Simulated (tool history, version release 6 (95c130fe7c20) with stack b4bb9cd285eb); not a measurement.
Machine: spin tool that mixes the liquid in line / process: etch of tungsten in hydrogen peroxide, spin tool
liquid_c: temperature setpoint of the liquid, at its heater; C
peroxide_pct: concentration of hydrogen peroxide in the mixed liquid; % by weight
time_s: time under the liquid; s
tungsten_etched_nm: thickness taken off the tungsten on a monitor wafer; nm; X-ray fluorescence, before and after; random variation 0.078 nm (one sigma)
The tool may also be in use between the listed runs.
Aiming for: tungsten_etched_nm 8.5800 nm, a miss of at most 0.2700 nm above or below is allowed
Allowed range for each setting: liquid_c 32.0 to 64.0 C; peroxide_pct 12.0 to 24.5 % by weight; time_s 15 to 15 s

Run 1, hour 0.0: liquid_c 48.0 C, peroxide_pct 16.5 % by weight, time_s 15 s. Result: tungsten_etched_nm 15.2540 nm.
Run 2, hour 4.8: liquid_c 48.0 C, peroxide_pct 18.0 % by weight, time_s 15 s. Result: tungsten_etched_nm 16.2990 nm.
Run 3, hour 9.2: liquid_c 45.0 C, peroxide_pct 18.0 % by weight, time_s 15 s. Result: tungsten_etched_nm 13.5770 nm.
Run 4, hour 15.8: liquid_c 49.0 C, peroxide_pct 18.0 % by weight, time_s 15 s. Result: tungsten_etched_nm 17.1750 nm.
Run 5, hour 16.5: liquid_c 49.0 C, peroxide_pct 16.5 % by weight, time_s 15 s. Result: tungsten_etched_nm 16.6420 nm.
Run 6, hour 22.2: liquid_c 49.0 C, peroxide_pct 16.5 % by weight, time_s 15 s. Result: tungsten_etched_nm 16.5960 nm.
Run 7, hour 28.5: liquid_c 41.0 C, peroxide_pct 16.0 % by weight, time_s 15 s. Result: tungsten_etched_nm 9.7075 nm.
Run 8, hour 35.4: liquid_c 40.5 C, peroxide_pct 16.0 % by weight, time_s 15 s. Result: tungsten_etched_nm 9.4514 nm.
Run 9, hour 39.9: liquid_c 40.5 C, peroxide_pct 16.0 % by weight, time_s 15 s. Result: tungsten_etched_nm 9.3951 nm.

5 next moves are on the table. One of them brings every result within its allowed miss. Which?
Run A, hour 44.4: liquid_c 36.0 C, peroxide_pct 21.5 % by weight, time_s 15 s. Result: tungsten_etched_nm ?.
Run B, hour 44.4: liquid_c 39.5 C, peroxide_pct 16.5 % by weight, time_s 15 s. Result: tungsten_etched_nm ?.
Run C, hour 44.4: liquid_c 41.0 C, peroxide_pct 17.5 % by weight, time_s 15 s. Result: tungsten_etched_nm ?.
Run D, hour 44.4: liquid_c 41.0 C, peroxide_pct 16.0 % by weight, time_s 15 s. Result: tungsten_etched_nm ?.
Run E, hour 44.4: liquid_c 38.5 C, peroxide_pct 17.5 % by weight, time_s 15 s. Result: tungsten_etched_nm ?.

move  tungsten_etched_nm
   A              8.1338
   B              8.9782
   C             10.1930
   D              9.7463
   E              8.6600
A: takes the biggest miss from the last run beyond its target
B: an improvement on the last run, though not all results are within tolerance
C: its largest miss is bigger than the last run's
D: its largest miss is bigger than the last run's
E: hits every target within its allowed miss
Answer: E
